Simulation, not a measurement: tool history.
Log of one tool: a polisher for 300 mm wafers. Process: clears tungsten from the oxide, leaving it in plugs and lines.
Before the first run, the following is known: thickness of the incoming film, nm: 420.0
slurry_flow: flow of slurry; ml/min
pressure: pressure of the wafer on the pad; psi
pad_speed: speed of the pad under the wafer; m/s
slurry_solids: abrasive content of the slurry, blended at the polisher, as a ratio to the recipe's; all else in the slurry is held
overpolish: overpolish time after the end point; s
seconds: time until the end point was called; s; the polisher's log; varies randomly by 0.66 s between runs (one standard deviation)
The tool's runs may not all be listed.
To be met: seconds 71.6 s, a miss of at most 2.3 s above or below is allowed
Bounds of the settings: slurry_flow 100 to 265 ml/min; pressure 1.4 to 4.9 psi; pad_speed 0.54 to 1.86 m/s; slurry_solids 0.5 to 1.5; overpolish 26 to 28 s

run	hour	slurry_flow	pressure	pad_speed	slurry_solids	overpolish	seconds
1	0	170	3.1	1.18	1	26	102.66
2	8.7	170	3.1	1.3	1	26	93.338
3	11.3	175	3.3	1.3	1	26	86.945
4	13	175	3.3	1.3	1.2	26	83.403
5	13.8	145	3.3	1.3	1.2	26	84.893
6	19	120	3.3	1.3	1.2	26	87.103
7	27	125	3.4	1.3	1.2	26	85.733
8	34.3	140	3.5	1.3	1.2	26	79.969
9	36.8	150	3.6	1.3	1.2	26	76.476
10	42.5	155	3.6	1.3	1.2	26	76.939
11	49.3	160	3.6	1.3	1.2	26	76.394
12	56.1	165	3.6	1.3	1.2	26	77.309
13	62.3	165	3.6	1.3	1.2	26	77.286
14	71.2	165	3.7	1.3	1.2	26	75.82

4 candidate next runs follow, results not yet known. Just one meets every target within its allowed miss. Identify it.
A	80.1	150	3.8	1.22	1.05	26	?
B	80.1	115	4	1.3	0.85	26	?
C	80.1	230	3.8	1.16	1.05	28	?
D	80.1	185	3.6	1.38	1.25	26	?

move	seconds
A	80.546
B	80.367
C	79.721
D	69.98
A: lands further from the targets than the last run did
B: lands further from the targets than the last run did
C: lands further from the targets than the last run did
D: in spec on every target
Go with D: it meets all targets.
